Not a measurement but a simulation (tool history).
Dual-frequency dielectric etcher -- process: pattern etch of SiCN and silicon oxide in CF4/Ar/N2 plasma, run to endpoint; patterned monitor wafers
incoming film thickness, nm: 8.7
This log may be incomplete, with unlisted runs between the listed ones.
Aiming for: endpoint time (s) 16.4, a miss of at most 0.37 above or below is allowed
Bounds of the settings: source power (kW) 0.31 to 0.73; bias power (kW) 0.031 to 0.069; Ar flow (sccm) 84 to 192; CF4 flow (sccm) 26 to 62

Run 1, hour 0: source power (kW) 0.52, bias power (kW) 0.05, Ar flow (sccm) 138, CF4 flow (sccm) 44. Result: endpoint time (s) 12.485.
Run 2, hour 7.5: source power (kW) 0.47, bias power (kW) 0.05, Ar flow (sccm) 138, CF4 flow (sccm) 44. Result: endpoint time (s) 13.781.
Run 3, hour 10.1: source power (kW) 0.44, bias power (kW) 0.05, Ar flow (sccm) 138, CF4 flow (sccm) 44. Result: endpoint time (s) 14.856.
Run 4, hour 18.4: source power (kW) 0.44, bias power (kW) 0.05, Ar flow (sccm) 138, CF4 flow (sccm) 49. Result: endpoint time (s) 14.567.
Run 5, hour 25.3: source power (kW) 0.42, bias power (kW) 0.05, Ar flow (sccm) 138, CF4 flow (sccm) 49. Result: endpoint time (s) 15.605.
Run 6, hour 32: source power (kW) 0.42, bias power (kW) 0.054, Ar flow (sccm) 138, CF4 flow (sccm) 49. Result: endpoint time (s) 14.878.
Run 7, hour 40.1: source power (kW) 0.41, bias power (kW) 0.054, Ar flow (sccm) 138, CF4 flow (sccm) 49. Result: endpoint time (s) 15.234.
Run 8, hour 48: source power (kW) 0.4, bias power (kW) 0.054, Ar flow (sccm) 138, CF4 flow (sccm) 49. Result: endpoint time (s) 15.846.

5 next moves are on the table. One of them brings every result within its allowed miss. Which?
Run A, hour 55.9: source power (kW) 0.35, bias power (kW) 0.062, Ar flow (sccm) 137, CF4 flow (sccm) 44. Result: endpoint time (s) ?.
Run B, hour 55.9: source power (kW) 0.35, bias power (kW) 0.059, Ar flow (sccm) 124, CF4 flow (sccm) 52. Result: endpoint time (s) ?.
Run C, hour 55.9: source power (kW) 0.38, bias power (kW) 0.055, Ar flow (sccm) 131, CF4 flow (sccm) 48. Result: endpoint time (s) ?.
Run D, hour 55.9: source power (kW) 0.4, bias power (kW) 0.059, Ar flow (sccm) 139, CF4 flow (sccm) 48. Result: endpoint time (s) ?.
Run E, hour 55.9: source power (kW) 0.44, bias power (kW) 0.048, Ar flow (sccm) 159, CF4 flow (sccm) 58. Result: endpoint time (s) ?.

move  endpoint time (s)
   A             17.617
   B             17.313
   C             16.568
   D             15.236
   E             14.963
A: takes the biggest miss from the last run beyond its target
B: takes the biggest miss from the last run beyond its target
C: in spec on every target
D: lands further from the targets than the last run did
E: lands further from the targets than the last run did
Go with C: it meets all targets.
